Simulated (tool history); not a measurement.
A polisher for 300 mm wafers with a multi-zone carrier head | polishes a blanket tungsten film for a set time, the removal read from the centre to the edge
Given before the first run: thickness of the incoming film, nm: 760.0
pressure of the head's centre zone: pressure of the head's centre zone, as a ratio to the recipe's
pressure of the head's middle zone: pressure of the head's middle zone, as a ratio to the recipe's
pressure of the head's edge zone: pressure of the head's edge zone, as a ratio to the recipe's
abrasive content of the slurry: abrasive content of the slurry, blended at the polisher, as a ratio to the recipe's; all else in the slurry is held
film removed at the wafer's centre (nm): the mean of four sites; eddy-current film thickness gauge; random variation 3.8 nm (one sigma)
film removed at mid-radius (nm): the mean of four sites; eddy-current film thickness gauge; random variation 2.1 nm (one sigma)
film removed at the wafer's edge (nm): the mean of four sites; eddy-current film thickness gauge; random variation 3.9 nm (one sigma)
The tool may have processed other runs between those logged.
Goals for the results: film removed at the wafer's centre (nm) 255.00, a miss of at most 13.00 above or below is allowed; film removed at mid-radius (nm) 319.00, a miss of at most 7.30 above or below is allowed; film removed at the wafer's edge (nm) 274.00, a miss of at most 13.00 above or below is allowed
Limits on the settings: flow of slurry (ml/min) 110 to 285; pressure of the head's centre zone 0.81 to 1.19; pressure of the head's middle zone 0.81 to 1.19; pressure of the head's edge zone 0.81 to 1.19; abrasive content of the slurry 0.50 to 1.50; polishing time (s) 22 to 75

run    day  flow of slurry (ml/min)  pressure of the head's centre zone  pressure of the head's middle zone  pressure of the head's edge zone  abrasive content of the slurry  polishing time (s)  film removed at the wafer's centre (nm)  film removed at mid-radius (nm)  film removed at the wafer's edge (nm)
  1  0.000                      180                                1.00                                1.00                              1.00                            1.00                  48                                   205.09                           198.86                                 196.58
  2  0.350                      185                                0.99                                1.02                              1.01                            1.05                  49                                   207.37                           212.09                                 208.20
  3  0.583                      190                                0.99                                1.04                              1.01                            1.10                  49                                   209.77                           218.97                                 215.08
  4  0.621                      190                                1.03                                1.04                              1.01                            1.10                  49                                   226.59                           218.23                                 206.98
     0.992  -- worn pad replaced by a new one
  5  0.992                      190                                1.03                                1.04                              1.01                            1.10                  59                                   278.05                           287.55                                 268.41
  6  1.362                      195                                1.02                                1.05                              1.01                            1.10                  59                                   278.74                           285.57                                 273.82
  7  1.725                      195                                1.01                                1.06                              1.00                            1.10                  59                                   279.29                           289.79                                 266.03
  8  1.879                      195                                1.00                                1.07                              1.00                            1.10                  59                                   274.46                           292.06                                 273.49
  9  1.983                      195                                0.99                                1.08                              0.99                            1.10                  59                                   276.78                           291.97                                 268.78
 10  2.350                      195                                0.97                                1.09                              0.98                            1.10                  59                                   264.88                           297.70                                 260.63

Which single option among these 4 for the next run brings every result within its allowed miss of target? Just one does.
  A  2.717                      140                                0.92                                1.16                              0.92                            1.10                  64                                        ?                                ?                                      ?
  B  2.717                      215                                0.87                                1.02                              1.01                            1.10                  60                                        ?                                ?                                      ?
  C  2.717                      180                                0.92                                1.12                              1.01                            1.05                  58                                        ?                                ?                                      ?
  D  2.717                      170                                1.00                                1.08                              0.96                            1.20                  54                                        ?                                ?                                      ?

move  film removed at the wafer's centre (nm)  film removed at mid-radius (nm)  film removed at the wafer's edge (nm)
   A                                   254.98                           318.33                                 277.55
   B                                   246.95                           289.60                                 283.55
   C                                   240.94                           289.96                                 263.76
   D                                   252.34                           270.96                                 251.60
A: each result inside its tolerance
B: its largest miss is bigger than the last run's
C: its largest miss is bigger than the last run's
D: its largest miss is bigger than the last run's
Move A is the one to make.
